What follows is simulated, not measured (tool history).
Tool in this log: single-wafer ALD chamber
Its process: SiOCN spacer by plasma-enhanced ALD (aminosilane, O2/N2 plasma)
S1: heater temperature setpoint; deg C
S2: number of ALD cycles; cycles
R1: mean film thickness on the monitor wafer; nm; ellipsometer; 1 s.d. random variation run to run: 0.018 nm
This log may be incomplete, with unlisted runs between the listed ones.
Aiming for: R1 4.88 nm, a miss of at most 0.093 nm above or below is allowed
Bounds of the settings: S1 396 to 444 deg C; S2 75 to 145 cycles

run  hour   S1   S2      R1
  1     0  420  110  6.4582
  2   4.2  424  110  6.3958
  3   8.9  424   98  5.7027
  4  17.8  424   89   5.156
  5  20.4  426   88  5.0803
  6  25.2  417   88  5.2434
  7  32.2  419   87  5.1621
  8  39.7  429   83  4.7603
  9  48.8  428   83  4.7868
 10  57.6  427   83   4.772

Pick the move, out of 5, that brings all results within their allowed miss; only one does.
  A  66.4  424  84   ?
  B  66.4  420  80   ?
  C  66.4  421  79   ?
  D  66.4  437  82   ?
  E  66.4  422  81   ?

move      R1
   A  4.8584
   B  4.6796
   C  4.6081
   D  4.5676
   E  4.7115
A: each result inside its tolerance
B: its largest miss is bigger than the last run's
C: its largest miss is bigger than the last run's
D: its largest miss is bigger than the last run's
E: its largest miss is bigger than the last run's
A is the move that brings every result within its allowed miss.
